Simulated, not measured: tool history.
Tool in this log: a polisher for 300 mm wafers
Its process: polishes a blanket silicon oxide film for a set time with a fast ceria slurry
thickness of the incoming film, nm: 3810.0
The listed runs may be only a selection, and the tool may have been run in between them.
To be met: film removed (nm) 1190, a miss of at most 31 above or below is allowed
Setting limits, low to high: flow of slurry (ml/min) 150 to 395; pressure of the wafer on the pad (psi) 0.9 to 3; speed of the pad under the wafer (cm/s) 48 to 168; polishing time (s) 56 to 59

| run | hour | flow of slurry (ml/min) | pressure of the wafer on the pad (psi) | speed of the pad under the wafer (cm/s) | polishing time (s) | film removed (nm) |
|---|---|---|---|---|---|---|
| 1 | 0 | 250 | 1.9 | 108 | 56 | 734.58 |
| 2 | 6.8 | 250 | 1.9 | 128 | 56 | 849.1 |
| 3 | 7.7 | 250 | 1.9 | 150 | 56 | 940.81 |
| 4 | 8.5 | 220 | 1.9 | 150 | 56 | 950.34 |
| 5 | 16.8 | 220 | 2 | 150 | 56 | 976.26 |
| 6 | 23.9 | 240 | 2 | 150 | 56 | 995.35 |
| 7 | 25.1 | 245 | 2.1 | 150 | 56 | 1052.3 |
| 8 | 26 | 250 | 2.1 | 150 | 56 | 1037.4 |
| 9 | 32.2 | 250 | 2.2 | 150 | 56 | 1071.9 |
| 10 | 40.8 | 250 | 2.2 | 150 | 56 | 1091.9 |
| 11 | 46.3 | 255 | 2.3 | 150 | 56 | 1133.7 |

4 next moves are on the table. One of them brings every result within its allowed miss. Which?
| A | 51.8 | 255 | 2 | 160 | 58 | ? |
| B | 51.8 | 225 | 2.6 | 144 | 58 | ? |
| C | 51.8 | 275 | 2.1 | 166 | 58 | ? |
| D | 51.8 | 260 | 2.4 | 142 | 57 | ? |

| move | film removed (nm) |
|---|---|
| A | 1094.3 |
| B | 1237.8 |
| C | 1185.4 |
| D | 1142 |
A: the biggest miss grows against the last run
B: moves the result that the last run missed by most past its target, out the other side
C: all results in spec
D: an improvement on the last run, though not all results are within tolerance
The right move is C.
